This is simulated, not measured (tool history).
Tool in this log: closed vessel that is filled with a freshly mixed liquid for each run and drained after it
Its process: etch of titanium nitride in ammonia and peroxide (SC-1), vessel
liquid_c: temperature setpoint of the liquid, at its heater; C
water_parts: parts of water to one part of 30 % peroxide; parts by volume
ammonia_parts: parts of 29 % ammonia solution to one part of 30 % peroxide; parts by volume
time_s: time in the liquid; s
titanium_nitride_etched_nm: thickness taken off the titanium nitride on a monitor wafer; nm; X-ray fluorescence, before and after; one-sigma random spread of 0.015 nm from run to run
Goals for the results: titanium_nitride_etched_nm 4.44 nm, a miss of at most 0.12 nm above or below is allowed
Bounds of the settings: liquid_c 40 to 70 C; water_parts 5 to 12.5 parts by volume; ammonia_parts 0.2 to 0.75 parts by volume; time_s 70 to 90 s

| run | hour | liquid_c | water_parts | ammonia_parts | time_s | titanium_nitride_etched_nm |
|---|---|---|---|---|---|---|
| 1 | 0 | 56 | 7 | 0.45 | 90 | 17.917 |
| 2 | 3.7 | 53.5 | 7.5 | 0.45 | 90 | 14.704 |
| 3 | 10.8 | 53.5 | 7.5 | 0.35 | 90 | 14.019 |
| 4 | 12.8 | 51.5 | 8 | 0.35 | 90 | 11.779 |
| 5 | 19.2 | 51.5 | 8 | 0.4 | 90 | 12.159 |
| 6 | 25.6 | 51.5 | 8 | 0.35 | 90 | 11.859 |
| 7 | 27.3 | 49.5 | 8.5 | 0.35 | 90 | 9.9659 |
| 8 | 31.4 | 48 | 9 | 0.35 | 90 | 8.7094 |
| 9 | 38.5 | 46.5 | 9.5 | 0.35 | 90 | 7.5943 |
| 10 | 40.2 | 45.5 | 9.5 | 0.35 | 90 | 7.0598 |
| 11 | 48.5 | 44.5 | 9.5 | 0.35 | 90 | 6.5977 |
| 12 | 54.4 | 44 | 9.5 | 0.35 | 90 | 6.3615 |
| 13 | 63.4 | 43.5 | 9.5 | 0.35 | 90 | 6.1302 |
| 14 | 69.2 | 43.5 | 9.5 | 0.35 | 90 | 6.1614 |
| 15 | 76.2 | 43 | 9.5 | 0.35 | 90 | 5.8922 |
| 16 | 80.9 | 43 | 9.5 | 0.35 | 90 | 5.9117 |

Exactly one of the 5 candidate moves below puts every result within its allowed miss. Which one?
| A | 85.6 | 42 | 9 | 0.25 | 80 | ? |
| B | 85.6 | 41.5 | 9 | 0.3 | 70 | ? |
| C | 85.6 | 42.5 | 9 | 0.3 | 70 | ? |
| D | 85.6 | 47 | 9.5 | 0.3 | 90 | ? |
| E | 85.6 | 44 | 12.5 | 0.3 | 70 | ? |

| move | titanium_nitride_etched_nm |
|---|---|
| A | 4.7105 |
| B | 4.1087 |
| C | 4.421 |
| D | 7.6389 |
| E | 4.1366 |
A: closes in on the targets versus the last run, not all within tolerance yet
B: the result that was furthest off in the last run now lies on the other side of its target
C: each result inside its tolerance
D: moves away from the targets compared with the last run
E: the result that was furthest off in the last run now lies on the other side of its target
Move C is the one to make.
